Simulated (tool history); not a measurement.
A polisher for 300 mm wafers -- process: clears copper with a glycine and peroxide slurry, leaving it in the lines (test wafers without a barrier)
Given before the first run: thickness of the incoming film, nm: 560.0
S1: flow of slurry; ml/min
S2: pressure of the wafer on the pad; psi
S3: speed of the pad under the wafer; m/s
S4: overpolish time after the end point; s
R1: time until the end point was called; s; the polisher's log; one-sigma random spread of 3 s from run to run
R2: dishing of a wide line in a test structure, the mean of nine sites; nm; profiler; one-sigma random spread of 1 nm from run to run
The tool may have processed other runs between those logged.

run 1 hour=0 | S1=265 S2=1.7 S3=0.84 S4=21 | R1=163.28 R2=51.219
run 2 hour=1.5 | S1=265 S2=1.7 S3=1.04 S4=21 | R1=138.62 R2=55.306
run 3 hour=7.2 | S1=265 S2=1.7 S3=1.24 S4=21 | R1=124.4 R2=60.447
run 4 hour=12.5 | S1=265 S2=1.7 S3=1.12 S4=21 | R1=129.41 R2=57.433
run 5 hour=18.5 | S1=265 S2=1.7 S3=1.1 S4=22 | R1=135.28 R2=59.544
run 6 hour=22.5 | S1=265 S2=1.7 S3=1.08 S4=23 | R1=133.79 R2=61.805

What does the tool deliver on the next run?
run 7 hour=26.5 | S1=265 S2=1.7 S3=1.08 S4=23 | R1=? R2=?

Run 7 yielded R1 133.77 s, R2 61.746 nm.
